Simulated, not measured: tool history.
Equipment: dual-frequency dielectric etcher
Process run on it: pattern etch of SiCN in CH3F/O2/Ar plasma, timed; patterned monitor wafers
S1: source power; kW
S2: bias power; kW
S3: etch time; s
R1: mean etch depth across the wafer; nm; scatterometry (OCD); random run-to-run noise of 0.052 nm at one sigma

run  hour    S1     S2  S3      R1
  1     0  0.28  0.086  77  28.823
  2   4.8  0.27  0.083  77  27.739
  3  12.4  0.27  0.096  77  30.132
  4  17.9  0.26  0.093  77  29.214
  5  19.9  0.25   0.09  77   28.07
  6  22.2  0.25   0.09  77  28.084

Run 7 comes next. What will it give?
  7  29.7  0.24  0.088  77   ?

Logged for run 7: R1 27.093 nm.

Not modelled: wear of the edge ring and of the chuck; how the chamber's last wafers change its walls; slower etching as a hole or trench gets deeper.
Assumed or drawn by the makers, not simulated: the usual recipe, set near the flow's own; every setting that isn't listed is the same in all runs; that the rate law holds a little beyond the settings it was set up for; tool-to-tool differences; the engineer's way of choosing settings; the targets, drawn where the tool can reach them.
